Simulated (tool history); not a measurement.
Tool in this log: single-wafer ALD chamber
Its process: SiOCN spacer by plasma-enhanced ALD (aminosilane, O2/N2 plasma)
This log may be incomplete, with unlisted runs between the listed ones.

run,hour,heater temperature setpoint (deg C),number of ALD cycles (cycles),mean film thickness on the monitor wafer (Å)
1,0,390,111,64.004
2,3.1,390,106,61.007
3,9,390,102,58.502
4,16.2,390,99,56.72
5,18.5,390,96,55.022
6,21.3,390,94,53.925
7,23.5,390,92,52.764

Forecast run 8:
8,31.4,390,90,?

For run 8 the tool returned mean film thickness on the monitor wafer (Å) 51.76.
